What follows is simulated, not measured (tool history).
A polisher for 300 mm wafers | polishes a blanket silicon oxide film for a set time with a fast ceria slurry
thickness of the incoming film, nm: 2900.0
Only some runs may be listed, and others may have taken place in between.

run,hour,flow of slurry (ml/min),pressure of the wafer on the pad (psi),speed of the pad under the wafer (m/s),polishing time (s),film removed (nm)
1,0.0,320,3.2,1.26,65,1375.5
2,2.2,260,3.2,1.26,65,1337.1
3,4.9,335,3.2,1.26,65,1380.9
4,8.0,335,3.2,1.26,69,1451.6
5,12.0,335,3.7,1.26,69,1680.2
6,18.5,335,3.7,1.02,69,1354.4
7,25.2,335,4.1,1.02,69,1495.6
8,28.1,335,4.4,1.04,69,1608.8
9,28.9,335,4.6,1.06,69,1739.7

Run 10 is up next; what results do you expect?
10,36.9,335,4.7,1.06,69,?

Run 10 yielded film removed (nm) 1784.4.

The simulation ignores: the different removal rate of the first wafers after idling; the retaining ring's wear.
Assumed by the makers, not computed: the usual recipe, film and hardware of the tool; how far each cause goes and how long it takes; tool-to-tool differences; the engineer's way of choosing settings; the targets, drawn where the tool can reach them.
